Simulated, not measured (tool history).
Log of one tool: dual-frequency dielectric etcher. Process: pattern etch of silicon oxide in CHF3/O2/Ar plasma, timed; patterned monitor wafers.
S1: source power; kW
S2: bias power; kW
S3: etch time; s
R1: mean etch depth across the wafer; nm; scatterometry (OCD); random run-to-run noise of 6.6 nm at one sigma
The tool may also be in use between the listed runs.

| run | hour | S1 | S2 | S3 | R1 |
|---|---|---|---|---|---|
| 1 | 0 | 0.7 | 0.192 | 829 | 1691.3 |
| 2 | 8.8 | 0.7 | 0.171 | 829 | 1643.9 |
| 3 | 10 | 0.82 | 0.171 | 829 | 1786.5 |
| 4 | 18.3 | 0.82 | 0.158 | 829 | 1764.8 |
| 5 | 25.9 | 0.71 | 0.158 | 829 | 1630.5 |
| 6 | 33.9 | 0.69 | 0.157 | 829 | 1599 |
| 7 | 39.6 | 0.67 | 0.156 | 829 | 1576.3 |
| 8 | 47.4 | 0.66 | 0.155 | 829 | 1550.9 |

The next listed run, before its measurement:
| 9 | 54.8 | 0.65 | 0.155 | 829 | ? |

Run 9 yielded R1 1542.8 nm.
